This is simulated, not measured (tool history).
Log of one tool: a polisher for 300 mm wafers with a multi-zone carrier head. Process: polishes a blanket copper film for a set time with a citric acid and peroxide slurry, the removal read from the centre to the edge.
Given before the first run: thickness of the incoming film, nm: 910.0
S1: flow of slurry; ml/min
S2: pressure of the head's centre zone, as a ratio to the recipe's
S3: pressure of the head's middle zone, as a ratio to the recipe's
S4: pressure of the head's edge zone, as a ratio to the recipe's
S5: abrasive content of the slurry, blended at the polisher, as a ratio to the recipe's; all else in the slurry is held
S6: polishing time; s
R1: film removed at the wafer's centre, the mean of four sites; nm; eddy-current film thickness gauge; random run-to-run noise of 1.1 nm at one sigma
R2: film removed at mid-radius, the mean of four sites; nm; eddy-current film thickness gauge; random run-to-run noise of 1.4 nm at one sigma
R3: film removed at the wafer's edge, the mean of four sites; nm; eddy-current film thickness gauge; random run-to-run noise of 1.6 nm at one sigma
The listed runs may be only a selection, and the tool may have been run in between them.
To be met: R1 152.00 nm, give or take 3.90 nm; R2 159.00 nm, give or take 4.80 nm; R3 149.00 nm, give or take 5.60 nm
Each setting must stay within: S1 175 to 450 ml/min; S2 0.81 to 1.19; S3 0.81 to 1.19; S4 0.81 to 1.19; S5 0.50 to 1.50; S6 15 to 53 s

run	hour	S1	S2	S3	S4	S5	S6	R1	R2	R3
1	0.0	290	1.00	1.00	1.00	1.00	34	117.45	111.87	115.35
2	4.1	290	0.93	1.00	1.00	1.00	34	107.83	113.71	118.81
3	7.5	290	0.93	1.00	1.05	1.00	34	107.39	112.08	118.82
4	9.6	295	0.95	1.03	1.05	1.15	35	117.46	124.04	127.58
5	11.1	345	0.95	1.03	1.05	1.15	35	119.74	127.38	128.92
6	17.2	345	0.97	1.05	1.06	1.25	35	125.90	131.15	133.35
7	23.5	355	0.99	1.08	1.07	1.30	35	128.43	133.50	135.68
8	31.4	355	0.99	1.08	1.07	1.30	35	127.82	134.23	134.34
9	37.1	365	1.01	1.10	1.07	1.35	36	137.49	141.54	136.04
10	39.0	355	1.02	1.15	1.15	1.50	38	151.07	158.50	156.10
11	41.0	355	1.02	1.15	1.14	1.50	38	150.93	159.54	155.12
12	42.0	355	1.02	1.15	1.13	1.50	38	150.44	158.82	155.90
13	47.5	360	1.03	1.15	1.12	1.50	38	153.62	161.69	155.67

Consider the 5 candidate settings below. Which is the only one whose results all fall within their allowed miss of target?
A	53.0	370	1.02	1.14	1.03	1.50	38	?	?	?
B	53.0	375	1.00	1.08	1.16	1.50	40	?	?	?
C	53.0	405	1.18	1.19	1.15	1.30	34	?	?	?
D	53.0	345	1.14	1.19	1.01	1.15	37	?	?	?
E	53.0	370	1.19	1.15	1.05	1.45	35	?	?	?

move	R1	R2	R3
A	151.87	160.69	148.84
B	156.83	162.09	165.90
C	152.76	144.25	135.66
D	153.16	150.00	133.16
E	161.92	147.59	137.05
A: in spec on every target
B: lands further from the targets than the last run did
C: takes the biggest miss from the last run beyond its target
D: takes the biggest miss from the last run beyond its target
E: takes the biggest miss from the last run beyond its target
Go with A: it meets all targets.
